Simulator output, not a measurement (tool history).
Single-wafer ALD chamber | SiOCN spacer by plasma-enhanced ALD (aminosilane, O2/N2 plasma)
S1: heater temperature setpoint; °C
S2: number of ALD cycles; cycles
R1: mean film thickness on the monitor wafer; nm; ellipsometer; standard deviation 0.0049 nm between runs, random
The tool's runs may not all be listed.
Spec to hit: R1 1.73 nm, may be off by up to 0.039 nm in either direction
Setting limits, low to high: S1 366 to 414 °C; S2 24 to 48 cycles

run,day,S1,S2,R1
1,0,390,36,2.2783
2,0.046,390,35,2.2364
3,0.279,382,35,2.2224
4,0.417,382,39,2.4816
5,0.692,382,37,2.3484
6,0.9,376,37,2.3485
7,1.104,376,31,1.9691
8,1.442,376,30,1.9164
9,1.662,376,29,1.8482

Pick the move, out of 4, that brings all results within their allowed miss; only one does.
A,1.883,372,27,?
B,1.883,370,30,?
C,1.883,381,29,?
D,1.883,385,29,?

move,R1
A,1.716
B,1.9067
C,1.8431
D,1.8431
A: meets every target
B: the biggest miss grows against the last run
C: no nearer and no further than the last run
D: no nearer and no further than the last run
A meets every target.
